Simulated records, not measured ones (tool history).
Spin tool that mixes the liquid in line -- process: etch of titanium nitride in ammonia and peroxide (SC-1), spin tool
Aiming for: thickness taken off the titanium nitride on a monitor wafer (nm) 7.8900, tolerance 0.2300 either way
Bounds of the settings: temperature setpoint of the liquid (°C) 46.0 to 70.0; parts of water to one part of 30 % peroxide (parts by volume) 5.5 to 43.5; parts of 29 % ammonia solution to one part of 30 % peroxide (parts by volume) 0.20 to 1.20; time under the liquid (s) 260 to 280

run	hour	temperature setpoint of the liquid (°C)	parts of water to one part of 30 % peroxide (parts by volume)	parts of 29 % ammonia solution to one part of 30 % peroxide (parts by volume)	time under the liquid (s)	thickness taken off the titanium nitride on a monitor wafer (nm)
1	0.0	62.0	24.5	0.80	260	18.8840
2	5.0	62.0	32.0	0.80	260	16.3900
3	11.0	60.5	32.0	0.80	260	14.9710
4	18.8	59.5	32.0	0.80	260	13.7780
5	26.3	58.5	32.0	0.80	260	12.9460
6	27.8	57.5	32.0	0.80	260	12.1940
7	34.0	49.5	32.0	0.80	260	7.0798
8	35.3	50.5	32.0	0.80	260	7.5088
# hour 40.0: heated supply line repaired
9	40.0	51.0	32.0	0.80	260	8.9607
10	49.0	50.5	32.0	0.80	260	8.7069

Which single option among these 5 for the next run brings every result within its allowed miss of target? Just one does.
A	58.0	49.5	31.5	0.65	280	?
B	58.0	48.5	30.0	0.85	260	?
C	58.0	48.5	28.5	0.75	280	?
D	58.0	49.0	29.5	0.75	275	?
E	58.0	49.0	35.5	0.85	260	?

move	thickness taken off the titanium nitride on a monitor wafer (nm)
A	8.4193
B	7.8772
C	8.5332
D	8.5126
E	7.4150
A: closer than the last run, but not yet in spec
B: meets every target
C: closer than the last run, but not yet in spec
D: closer than the last run, but not yet in spec
E: moves the result that the last run missed by most past its target, out the other side
Go with B: it meets all targets.
